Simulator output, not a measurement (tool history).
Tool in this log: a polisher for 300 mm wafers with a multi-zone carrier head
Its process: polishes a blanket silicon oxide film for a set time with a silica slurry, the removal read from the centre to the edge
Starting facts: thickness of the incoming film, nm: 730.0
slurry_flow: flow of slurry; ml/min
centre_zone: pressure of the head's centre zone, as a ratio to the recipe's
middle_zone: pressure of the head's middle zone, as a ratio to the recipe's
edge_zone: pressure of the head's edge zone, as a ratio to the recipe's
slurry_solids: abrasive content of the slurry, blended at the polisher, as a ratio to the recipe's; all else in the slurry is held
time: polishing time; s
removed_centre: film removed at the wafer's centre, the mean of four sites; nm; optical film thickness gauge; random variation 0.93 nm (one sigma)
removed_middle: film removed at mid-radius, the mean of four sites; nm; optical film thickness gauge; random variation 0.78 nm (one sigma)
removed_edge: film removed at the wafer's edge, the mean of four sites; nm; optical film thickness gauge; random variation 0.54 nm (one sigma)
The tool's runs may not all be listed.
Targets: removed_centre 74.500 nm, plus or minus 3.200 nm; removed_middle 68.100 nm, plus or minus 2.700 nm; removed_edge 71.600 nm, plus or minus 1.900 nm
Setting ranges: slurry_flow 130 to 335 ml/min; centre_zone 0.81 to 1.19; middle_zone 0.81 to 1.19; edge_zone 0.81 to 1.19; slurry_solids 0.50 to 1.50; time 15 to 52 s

Run 1, day 0.000: slurry_flow 215 ml/min, centre_zone 1.00, middle_zone 1.00, edge_zone 1.00, slurry_solids 1.00, time 33 s. Result: removed_centre 105.440 nm, removed_middle 105.870 nm, removed_edge 103.970 nm.
Run 2, day 0.108: slurry_flow 215 ml/min, centre_zone 1.00, middle_zone 1.00, edge_zone 1.00, slurry_solids 1.20, time 33 s. Result: removed_centre 114.850 nm, removed_middle 116.890 nm, removed_edge 115.310 nm.
Run 3, day 0.450: slurry_flow 215 ml/min, centre_zone 1.00, middle_zone 1.05, edge_zone 1.00, slurry_solids 1.20, time 33 s. Result: removed_centre 112.550 nm, removed_middle 121.970 nm, removed_edge 114.010 nm.
Run 4, day 0.508: slurry_flow 215 ml/min, centre_zone 1.00, middle_zone 1.05, edge_zone 1.00, slurry_solids 1.20, time 25 s. Result: removed_centre 87.754 nm, removed_middle 93.312 nm, removed_edge 86.695 nm.
Run 5, day 0.817: slurry_flow 215 ml/min, centre_zone 1.00, middle_zone 1.12, edge_zone 1.00, slurry_solids 1.20, time 25 s. Result: removed_centre 89.528 nm, removed_middle 97.758 nm, removed_edge 87.273 nm.
Run 6, day 1.188: slurry_flow 215 ml/min, centre_zone 1.00, middle_zone 1.12, edge_zone 1.00, slurry_solids 1.10, time 25 s. Result: removed_centre 83.444 nm, removed_middle 94.029 nm, removed_edge 83.110 nm.
Run 7, day 1.471: slurry_flow 180 ml/min, centre_zone 1.01, middle_zone 1.02, edge_zone 0.90, slurry_solids 0.95, time 25 s. Result: removed_centre 75.817 nm, removed_middle 77.577 nm, removed_edge 73.687 nm.
Run 8, day 1.754: slurry_flow 175 ml/min, centre_zone 1.01, middle_zone 1.00, edge_zone 0.90, slurry_solids 0.95, time 25 s. Result: removed_centre 75.992 nm, removed_middle 75.074 nm, removed_edge 73.010 nm.
Run 9, day 1.804: slurry_flow 170 ml/min, centre_zone 1.01, middle_zone 0.99, edge_zone 0.90, slurry_solids 0.95, time 25 s. Result: removed_centre 75.015 nm, removed_middle 76.666 nm, removed_edge 72.982 nm.
Run 10, day 2.142: slurry_flow 170 ml/min, centre_zone 1.01, middle_zone 0.97, edge_zone 0.90, slurry_solids 0.95, time 25 s. Result: removed_centre 76.860 nm, removed_middle 75.770 nm, removed_edge 72.306 nm.

Pick the move, out of 4, that brings all results within their allowed miss; only one does.
Run A, day 2.479: slurry_flow 175 ml/min, centre_zone 0.99, middle_zone 0.98, edge_zone 0.98, slurry_solids 0.90, time 25 s. Result: removed_centre ?, removed_middle ?, removed_edge ?.
Run B, day 2.479: slurry_flow 180 ml/min, centre_zone 1.10, middle_zone 0.90, edge_zone 0.96, slurry_solids 0.95, time 24 s. Result: removed_centre ?, removed_middle ?, removed_edge ?.
Run C, day 2.479: slurry_flow 140 ml/min, centre_zone 1.04, middle_zone 0.92, edge_zone 0.98, slurry_solids 0.90, time 25 s. Result: removed_centre ?, removed_middle ?, removed_edge ?.
Run D, day 2.479: slurry_flow 165 ml/min, centre_zone 1.19, middle_zone 0.85, edge_zone 0.85, slurry_solids 1.05, time 22 s. Result: removed_centre ?, removed_middle ?, removed_edge ?.

move  removed_centre  removed_middle  removed_edge
   A          72.495          73.052        72.254
   B          80.255          67.708        71.423
   C          74.077          67.582        71.025
   D          83.457          62.120        66.039
A: closer than the last run, but not yet in spec
B: the worst result of the last run now meets its target, but another is out of spec
C: every result lands within tolerance
D: takes the biggest miss from the last run beyond its target
The move that meets every target is C.

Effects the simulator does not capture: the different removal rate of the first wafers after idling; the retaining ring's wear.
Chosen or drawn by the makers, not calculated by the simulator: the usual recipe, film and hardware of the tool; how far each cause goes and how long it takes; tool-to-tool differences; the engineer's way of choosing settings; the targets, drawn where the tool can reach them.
